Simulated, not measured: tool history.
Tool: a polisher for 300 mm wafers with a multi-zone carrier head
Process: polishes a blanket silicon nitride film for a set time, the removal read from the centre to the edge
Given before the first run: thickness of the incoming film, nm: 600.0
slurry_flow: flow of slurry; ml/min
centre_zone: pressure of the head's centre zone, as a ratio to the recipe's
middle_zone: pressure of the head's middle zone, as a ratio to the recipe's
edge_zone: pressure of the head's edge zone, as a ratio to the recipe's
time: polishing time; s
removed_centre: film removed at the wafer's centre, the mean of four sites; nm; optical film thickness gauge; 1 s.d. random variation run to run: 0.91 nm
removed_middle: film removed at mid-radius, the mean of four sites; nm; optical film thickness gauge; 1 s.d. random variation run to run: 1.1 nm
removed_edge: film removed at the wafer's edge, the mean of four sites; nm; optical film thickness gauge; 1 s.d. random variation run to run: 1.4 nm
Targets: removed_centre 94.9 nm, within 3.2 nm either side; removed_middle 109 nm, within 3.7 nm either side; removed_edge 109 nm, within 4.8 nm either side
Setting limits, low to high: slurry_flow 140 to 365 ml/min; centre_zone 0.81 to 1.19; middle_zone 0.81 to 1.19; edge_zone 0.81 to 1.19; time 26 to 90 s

Run 1, hour 0: slurry_flow 235 ml/min, centre_zone 1, middle_zone 1, edge_zone 1, time 58 s. Result: removed_centre 167.19 nm, removed_middle 169.04 nm, removed_edge 172.43 nm.
Run 2, hour 7.3: slurry_flow 235 ml/min, centre_zone 1, middle_zone 1, edge_zone 0.93, time 58 s. Result: removed_centre 166.27 nm, removed_middle 167.74 nm, removed_edge 167.24 nm.
Run 3, hour 12.2: slurry_flow 230 ml/min, centre_zone 0.98, middle_zone 1, edge_zone 0.92, time 55 s. Result: removed_centre 154.98 nm, removed_middle 158.46 nm, removed_edge 156.49 nm.
Run 4, hour 14.6: slurry_flow 230 ml/min, centre_zone 0.98, middle_zone 1, edge_zone 0.84, time 55 s. Result: removed_centre 153.74 nm, removed_middle 158.21 nm, removed_edge 148.88 nm.
Run 5, hour 22: slurry_flow 230 ml/min, centre_zone 0.98, middle_zone 1, edge_zone 0.84, time 47 s. Result: removed_centre 132.79 nm, removed_middle 136.76 nm, removed_edge 129.17 nm.
Run 6, hour 28.3: slurry_flow 230 ml/min, centre_zone 0.98, middle_zone 1, edge_zone 0.81, time 47 s. Result: removed_centre 131.92 nm, removed_middle 136.27 nm, removed_edge 129.18 nm.
Run 7, hour 35.8: slurry_flow 225 ml/min, centre_zone 0.96, middle_zone 0.99, edge_zone 0.81, time 46 s. Result: removed_centre 126.33 nm, removed_middle 131.67 nm, removed_edge 121.66 nm.
Run 8, hour 36.8: slurry_flow 225 ml/min, centre_zone 0.94, middle_zone 0.98, edge_zone 0.84, time 45 s. Result: removed_centre 122.47 nm, removed_middle 126.78 nm, removed_edge 122.52 nm.
Run 9, hour 38.2: slurry_flow 220 ml/min, centre_zone 0.92, middle_zone 0.98, edge_zone 0.85, time 44 s. Result: removed_centre 113.59 nm, removed_middle 125.17 nm, removed_edge 121.15 nm.
Run 10, hour 43.3: slurry_flow 215 ml/min, centre_zone 0.91, middle_zone 0.97, edge_zone 0.85, time 44 s. Result: removed_centre 112.82 nm, removed_middle 123.85 nm, removed_edge 118.52 nm.
Run 11, hour 50.3: slurry_flow 210 ml/min, centre_zone 0.9, middle_zone 0.96, edge_zone 0.85, time 44 s. Result: removed_centre 109.21 nm, removed_middle 118.5 nm, removed_edge 121.7 nm.
Run 12, hour 56.4: slurry_flow 210 ml/min, centre_zone 0.9, middle_zone 0.96, edge_zone 0.85, time 43 s. Result: removed_centre 110.21 nm, removed_middle 120.36 nm, removed_edge 113.91 nm.
Run 13, hour 59.4: slurry_flow 210 ml/min, centre_zone 0.89, middle_zone 0.95, edge_zone 0.86, time 43 s. Result: removed_centre 108.2 nm, removed_middle 116.92 nm, removed_edge 117.16 nm.

Which one of the following 5 next-run settings gets every result inside its allowed miss? There is exactly one.
Run A, hour 62.4: slurry_flow 160 ml/min, centre_zone 1.03, middle_zone 0.9, edge_zone 0.83, time 41 s. Result: removed_centre ?, removed_middle ?, removed_edge ?.
Run B, hour 62.4: slurry_flow 250 ml/min, centre_zone 1.01, middle_zone 0.98, edge_zone 0.81, time 44 s. Result: removed_centre ?, removed_middle ?, removed_edge ?.
Run C, hour 62.4: slurry_flow 260 ml/min, centre_zone 1, middle_zone 0.94, edge_zone 0.92, time 46 s. Result: removed_centre ?, removed_middle ?, removed_edge ?.
Run D, hour 62.4: slurry_flow 205 ml/min, centre_zone 0.82, middle_zone 0.92, edge_zone 0.82, time 41 s. Result: removed_centre ?, removed_middle ?, removed_edge ?.
Run E, hour 62.4: slurry_flow 170 ml/min, centre_zone 0.83, middle_zone 1.16, edge_zone 0.84, time 42 s. Result: removed_centre ?, removed_middle ?, removed_edge ?.

move  removed_centre  removed_middle  removed_edge
   A          115.07          102.59        107.07
   B          131.65          126.12        119.93
   C          136.97          128.51        133.32
   D          96.492          109.24         110.1
   E           96.51          128.62        110.93
A: its largest miss is bigger than the last run's
B: its largest miss is bigger than the last run's
C: its largest miss is bigger than the last run's
D: each result inside its tolerance
E: gets the furthest-off result to its target, but another result is out of tolerance
Correct choice: D, which meets every target

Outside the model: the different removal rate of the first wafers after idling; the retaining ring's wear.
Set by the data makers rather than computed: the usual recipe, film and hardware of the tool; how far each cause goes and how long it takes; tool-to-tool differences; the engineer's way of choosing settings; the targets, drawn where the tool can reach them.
